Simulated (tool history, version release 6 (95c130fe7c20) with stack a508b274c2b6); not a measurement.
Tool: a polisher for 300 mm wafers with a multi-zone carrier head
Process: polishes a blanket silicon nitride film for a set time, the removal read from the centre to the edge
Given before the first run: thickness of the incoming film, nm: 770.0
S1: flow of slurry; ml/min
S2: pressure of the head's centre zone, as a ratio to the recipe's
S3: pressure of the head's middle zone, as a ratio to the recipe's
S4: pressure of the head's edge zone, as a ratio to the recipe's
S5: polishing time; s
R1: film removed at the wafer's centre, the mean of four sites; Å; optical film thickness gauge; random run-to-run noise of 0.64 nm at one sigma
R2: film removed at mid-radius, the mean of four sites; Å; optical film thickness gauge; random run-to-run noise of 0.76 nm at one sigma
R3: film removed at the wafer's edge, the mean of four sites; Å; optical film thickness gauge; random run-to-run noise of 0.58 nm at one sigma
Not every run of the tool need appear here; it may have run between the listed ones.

run,hour,S1,S2,S3,S4,S5,R1,R2,R3
1,0.0,175,1.00,1.00,1.00,56,802.76,799.93,824.37
2,2.5,170,0.97,1.00,0.96,53,749.68,741.60,763.93
3,11.3,170,0.97,1.00,1.01,53,739.39,732.67,780.64
4,18.7,170,0.97,0.96,1.01,53,737.01,713.80,784.41
5,26.9,170,0.97,0.96,1.08,53,743.77,724.51,800.73
6,32.7,170,0.97,0.96,1.08,42,589.83,558.09,636.04

Estimate the outcome of run 7 from the log above:
7,36.1,175,0.96,1.01,1.07,42,?,?,?

Run 7 produced R1 590.74 Å, R2 597.81 Å, R3 644.17 Å.

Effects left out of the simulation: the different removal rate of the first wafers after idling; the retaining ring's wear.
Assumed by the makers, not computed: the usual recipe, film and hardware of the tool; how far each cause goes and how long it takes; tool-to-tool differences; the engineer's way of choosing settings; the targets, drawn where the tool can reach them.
